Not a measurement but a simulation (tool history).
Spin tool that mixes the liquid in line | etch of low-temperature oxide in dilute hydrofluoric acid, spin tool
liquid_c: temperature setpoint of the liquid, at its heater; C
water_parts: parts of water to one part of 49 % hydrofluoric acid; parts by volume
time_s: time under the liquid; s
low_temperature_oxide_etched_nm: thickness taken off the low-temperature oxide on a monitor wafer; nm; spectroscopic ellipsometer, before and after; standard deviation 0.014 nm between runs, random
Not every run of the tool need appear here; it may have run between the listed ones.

| run | hour | liquid_c | water_parts | time_s | low_temperature_oxide_etched_nm |
|---|---|---|---|---|---|
| 1 | 0.0 | 22.0 | 145 | 35 | 2.3452 |
| 2 | 7.5 | 22.0 | 115 | 35 | 3.0453 |
| 3 | 14.4 | 22.5 | 115 | 35 | 3.1314 |
| 4 | 22.8 | 22.5 | 75 | 35 | 5.0071 |
| 5 | 30.1 | 21.0 | 80 | 35 | 4.4028 |
| 6 | 34.7 | 20.0 | 85 | 35 | 3.9420 |
| 7 | 42.6 | 19.0 | 85 | 35 | 3.7983 |
| 8 | 43.9 | 18.5 | 85 | 35 | 3.6997 |
| 9 | 52.7 | 18.5 | 85 | 35 | 3.7112 |

For run 10, what comes out?
| 10 | 59.4 | 18.5 | 85 | 35 | ? |

low_temperature_oxide_etched_nm: 3.7242 nm

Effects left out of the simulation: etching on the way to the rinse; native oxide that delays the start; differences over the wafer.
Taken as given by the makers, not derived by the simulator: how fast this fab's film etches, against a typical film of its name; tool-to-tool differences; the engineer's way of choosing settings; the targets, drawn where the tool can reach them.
